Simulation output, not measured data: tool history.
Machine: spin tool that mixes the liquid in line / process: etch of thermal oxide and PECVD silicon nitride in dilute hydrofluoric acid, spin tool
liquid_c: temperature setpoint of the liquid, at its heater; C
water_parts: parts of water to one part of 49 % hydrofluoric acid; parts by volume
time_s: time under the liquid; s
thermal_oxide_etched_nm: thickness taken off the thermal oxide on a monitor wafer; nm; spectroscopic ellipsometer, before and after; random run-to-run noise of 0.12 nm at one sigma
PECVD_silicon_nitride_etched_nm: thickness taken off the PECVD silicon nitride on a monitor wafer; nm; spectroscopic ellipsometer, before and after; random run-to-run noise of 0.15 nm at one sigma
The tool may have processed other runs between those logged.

run	hour	liquid_c	water_parts	time_s	thermal_oxide_etched_nm	PECVD_silicon_nitride_etched_nm
1	0	22	70	95	5.5519	3.4194
2	8.8	23	55	105	8.2133	5.1831
3	16.7	23.5	45	115	11.41	7.0665
4	22.3	24.5	40	120	14.17	8.9035
5	25.3	23	40	120	13.183	8.0757
6	27.6	25.5	40	120	14.583	9.4573
7	33.2	26	35	120	17.024	10.932
8	38.2	26.5	30	120	20.573	13.43
9	43.9	26.5	20	120	31.124	19.802
10	51.7	26	20	120	30.638	19.111
11	57.4	26	25	125	25.603	16.105

What will run 12 give?
12	58.5	26	30	125	?	?

thermal_oxide_etched_nm: 21.126 nm
PECVD_silicon_nitride_etched_nm: 13.401 nm
